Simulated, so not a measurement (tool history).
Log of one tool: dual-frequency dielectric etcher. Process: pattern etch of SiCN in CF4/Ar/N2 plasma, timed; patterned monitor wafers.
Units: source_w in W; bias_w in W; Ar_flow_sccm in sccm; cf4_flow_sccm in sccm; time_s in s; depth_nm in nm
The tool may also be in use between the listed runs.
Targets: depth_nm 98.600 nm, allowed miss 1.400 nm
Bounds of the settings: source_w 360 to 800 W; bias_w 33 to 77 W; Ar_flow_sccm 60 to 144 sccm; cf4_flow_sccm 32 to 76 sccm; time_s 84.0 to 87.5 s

run,day,source_w,bias_w,Ar_flow_sccm,cf4_flow_sccm,time_s,depth_nm
1,0.000,580,55,102,54,84.0,81.339
2,0.046,610,55,102,54,84.0,85.728
3,0.358,630,55,102,54,84.0,87.711
4,0.629,650,55,102,54,84.0,91.426
5,0.700,650,55,116,54,84.0,90.249
6,0.917,660,55,116,54,84.0,90.667
7,1.192,670,55,116,54,84.0,92.684
8,1.296,680,55,116,54,84.0,93.859

4 next moves are on the table. One of them brings every result within its allowed miss. Which?
A,1.400,720,58,114,49,84.0,?
B,1.400,680,70,109,44,87.0,?
C,1.400,730,43,112,52,84.0,?
D,1.400,680,51,116,56,84.0,?

move,depth_nm
A,99.491
B,101.480
C,95.133
D,92.718
A: meets every target
B: takes the result that was furthest off past its target
C: nearer than the last run, and not there yet
D: further off than the last run
Answer: A
